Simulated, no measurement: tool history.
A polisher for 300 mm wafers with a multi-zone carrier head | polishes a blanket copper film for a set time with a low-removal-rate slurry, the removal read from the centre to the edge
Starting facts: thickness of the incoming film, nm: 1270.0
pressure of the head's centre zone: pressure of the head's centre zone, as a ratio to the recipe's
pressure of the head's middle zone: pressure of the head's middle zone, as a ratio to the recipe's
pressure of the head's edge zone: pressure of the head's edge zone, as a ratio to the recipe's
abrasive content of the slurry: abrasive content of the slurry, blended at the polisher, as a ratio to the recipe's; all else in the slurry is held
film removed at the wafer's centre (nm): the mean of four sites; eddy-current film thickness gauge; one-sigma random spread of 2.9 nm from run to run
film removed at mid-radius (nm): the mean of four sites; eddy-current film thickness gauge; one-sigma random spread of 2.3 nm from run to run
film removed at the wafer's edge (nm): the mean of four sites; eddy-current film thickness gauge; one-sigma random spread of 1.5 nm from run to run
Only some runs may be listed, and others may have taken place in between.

run  hour  flow of slurry (ml/min)  pressure of the head's centre zone  pressure of the head's middle zone  pressure of the head's edge zone  abrasive content of the slurry  polishing time (s)  film removed at the wafer's centre (nm)  film removed at mid-radius (nm)  film removed at the wafer's edge (nm)
  1   0.0                      210                                1.00                                1.00                              1.00                            1.00                  51                                   161.55                           160.13                                 163.60
  2   7.1                      220                                1.00                                1.00                              1.05                            1.15                  52                                   169.98                           170.63                                 176.21
  3   7.6                      225                                1.01                                0.99                              1.09                            1.25                  53                                   179.30                           175.57                                 184.78
  4  11.2                      230                                1.01                                0.98                              1.12                            1.30                  54                                   188.53                           179.40                                 195.38
  5  18.9                      230                                1.01                                1.03                              1.12                            1.30                  54                                   191.91                           186.04                                 192.89
  6  27.7                      270                                1.01                                1.03                              1.12                            1.30                  54                                   190.50                           190.90                                 196.32

Expected results for the next run?
  7  32.8                      270                                1.01                                1.02                              1.14                            1.30                  54                                        ?                                ?                                      ?

film removed at the wafer's centre (nm): 187.24
film removed at mid-radius (nm): 187.80
film removed at the wafer's edge (nm): 197.68
